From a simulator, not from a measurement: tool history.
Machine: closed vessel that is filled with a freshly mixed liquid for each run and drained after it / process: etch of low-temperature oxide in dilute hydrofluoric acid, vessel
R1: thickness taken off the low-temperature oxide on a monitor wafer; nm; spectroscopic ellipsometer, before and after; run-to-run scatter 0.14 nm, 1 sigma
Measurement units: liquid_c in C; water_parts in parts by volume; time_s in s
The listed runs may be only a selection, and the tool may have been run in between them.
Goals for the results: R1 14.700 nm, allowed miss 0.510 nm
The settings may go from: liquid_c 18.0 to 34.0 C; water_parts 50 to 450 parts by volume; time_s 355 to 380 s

{"run": 1, "day": 0.0, "liquid_c": 26.0, "water_parts": 250, "time_s": 355, "R1": 29.372}
{"run": 2, "day": 0.288, "liquid_c": 26.0, "water_parts": 250, "time_s": 355, "R1": 29.01}
{"run": 3, "day": 0.321, "liquid_c": 26.0, "water_parts": 180, "time_s": 355, "R1": 44.277}
{"run": 4, "day": 0.6, "liquid_c": 24.5, "water_parts": 210, "time_s": 355, "R1": 34.655}
{"run": 5, "day": 0.954, "liquid_c": 24.5, "water_parts": 210, "time_s": 355, "R1": 35.179}
{"run": 6, "day": 1.088, "liquid_c": 23.5, "water_parts": 235, "time_s": 355, "R1": 29.283}
{"run": 7, "day": 1.246, "liquid_c": 22.5, "water_parts": 255, "time_s": 355, "R1": 25.448}
{"run": 8, "day": 1.471, "liquid_c": 21.5, "water_parts": 270, "time_s": 355, "R1": 22.766}
{"run": 9, "day": 1.7, "liquid_c": 21.0, "water_parts": 285, "time_s": 355, "R1": 20.431}
{"run": 10, "day": 1.862, "liquid_c": 20.5, "water_parts": 295, "time_s": 355, "R1": 20.006}
{"run": 11, "day": 2.062, "liquid_c": 20.0, "water_parts": 305, "time_s": 355, "R1": 18.798}
{"run": 12, "day": 2.292, "liquid_c": 19.5, "water_parts": 315, "time_s": 355, "R1": 17.456}
{"run": 13, "day": 2.533, "liquid_c": 19.5, "water_parts": 320, "time_s": 355, "R1": 17.016}
{"run": 14, "day": 2.629, "liquid_c": 19.5, "water_parts": 325, "time_s": 355, "R1": 16.527}
{"run": 15, "day": 2.671, "liquid_c": 19.5, "water_parts": 330, "time_s": 355, "R1": 16.545}

Exactly one of the 5 candidate moves below puts every result within its allowed miss. Which one?
{"run": "A", "day": 2.712, "liquid_c": 19.0, "water_parts": 395, "time_s": 365, "R1": "?"}
{"run": "B", "day": 2.712, "liquid_c": 23.0, "water_parts": 390, "time_s": 355, "R1": "?"}
{"run": "C", "day": 2.712, "liquid_c": 21.0, "water_parts": 340, "time_s": 370, "R1": "?"}
{"run": "D", "day": 2.712, "liquid_c": 20.5, "water_parts": 290, "time_s": 355, "R1": "?"}
{"run": "E", "day": 2.712, "liquid_c": 20.0, "water_parts": 295, "time_s": 370, "R1": "?"}

move=A R1=12.878
move=B R1=14.616
move=C R1=17.050
move=D R1=19.702
move=E R1=19.731
A: pushes the last run's worst result past its target
B: hits every target within its allowed miss
C: further off than the last run
D: further off than the last run
E: further off than the last run
Answer: B
